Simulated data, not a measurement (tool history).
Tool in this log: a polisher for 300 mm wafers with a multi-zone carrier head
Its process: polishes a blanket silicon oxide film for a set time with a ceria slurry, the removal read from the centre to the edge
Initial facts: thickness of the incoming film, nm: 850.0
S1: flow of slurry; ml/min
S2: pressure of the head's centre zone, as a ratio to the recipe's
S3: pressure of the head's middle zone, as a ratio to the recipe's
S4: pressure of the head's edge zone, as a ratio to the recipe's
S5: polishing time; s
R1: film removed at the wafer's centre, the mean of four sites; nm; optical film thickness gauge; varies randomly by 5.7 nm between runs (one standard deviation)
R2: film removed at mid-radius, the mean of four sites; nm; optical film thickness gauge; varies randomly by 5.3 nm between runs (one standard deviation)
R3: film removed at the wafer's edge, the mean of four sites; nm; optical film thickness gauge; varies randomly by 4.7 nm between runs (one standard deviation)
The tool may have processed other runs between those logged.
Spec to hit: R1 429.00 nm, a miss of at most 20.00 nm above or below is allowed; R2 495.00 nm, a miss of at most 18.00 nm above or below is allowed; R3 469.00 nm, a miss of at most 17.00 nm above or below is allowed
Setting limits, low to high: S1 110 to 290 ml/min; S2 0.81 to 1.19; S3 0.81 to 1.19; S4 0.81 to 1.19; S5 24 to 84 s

| run | hour | S1 | S2 | S3 | S4 | S5 | R1 | R2 | R3 |
|---|---|---|---|---|---|---|---|---|---|
| 1 | 0.0 | 185 | 1.00 | 1.00 | 1.00 | 54 | 337.33 | 355.90 | 353.34 |
| 2 | 1.0 | 185 | 1.00 | 1.00 | 1.04 | 54 | 339.42 | 347.08 | 359.20 |
| 3 | 9.3 | 185 | 1.00 | 1.00 | 0.97 | 54 | 345.49 | 349.98 | 348.69 |
| 4 | 16.9 | 220 | 1.00 | 1.00 | 0.97 | 54 | 348.21 | 365.12 | 352.14 |
| 5 | 24.6 | 220 | 1.00 | 1.00 | 0.97 | 45 | 293.33 | 303.33 | 293.65 |
| 6 | 33.5 | 220 | 1.00 | 1.03 | 1.01 | 52 | 343.27 | 352.20 | 345.64 |
| 7 | 40.6 | 220 | 0.97 | 1.06 | 1.02 | 57 | 365.37 | 394.76 | 381.65 |
| 8 | 48.8 | 220 | 0.96 | 1.09 | 1.04 | 60 | 381.64 | 430.34 | 410.45 |
| 9 | 51.9 | 225 | 0.96 | 1.11 | 1.06 | 61 | 380.68 | 446.21 | 419.75 |
| 10 | 56.3 | 230 | 0.98 | 1.12 | 1.08 | 62 | 398.15 | 453.72 | 432.87 |
| 11 | 58.4 | 235 | 0.99 | 1.13 | 1.09 | 63 | 415.50 | 477.66 | 435.20 |
| 12 | 59.6 | 235 | 0.98 | 1.13 | 1.10 | 64 | 407.82 | 470.41 | 442.82 |

4 next moves are on the table. One of them brings every result within its allowed miss. Which?
| A | 60.8 | 230 | 0.95 | 0.94 | 1.17 | 69 | ? | ? | ? |
| B | 60.8 | 255 | 1.03 | 1.02 | 1.09 | 61 | ? | ? | ? |
| C | 60.8 | 240 | 0.95 | 1.14 | 1.09 | 61 | ? | ? | ? |
| D | 60.8 | 235 | 0.94 | 1.10 | 1.06 | 69 | ? | ? | ? |

| move | R1 | R2 | R3 |
|---|---|---|---|
| A | 432.23 | 436.85 | 497.09 |
| B | 414.67 | 417.71 | 427.56 |
| C | 384.99 | 454.24 | 424.50 |
| D | 430.31 | 497.60 | 472.78 |
A: the result that was furthest off in the last run now lies on the other side of its target
B: lands further from the targets than the last run did
C: lands further from the targets than the last run did
D: meets every target
Correct choice: D, which meets every target
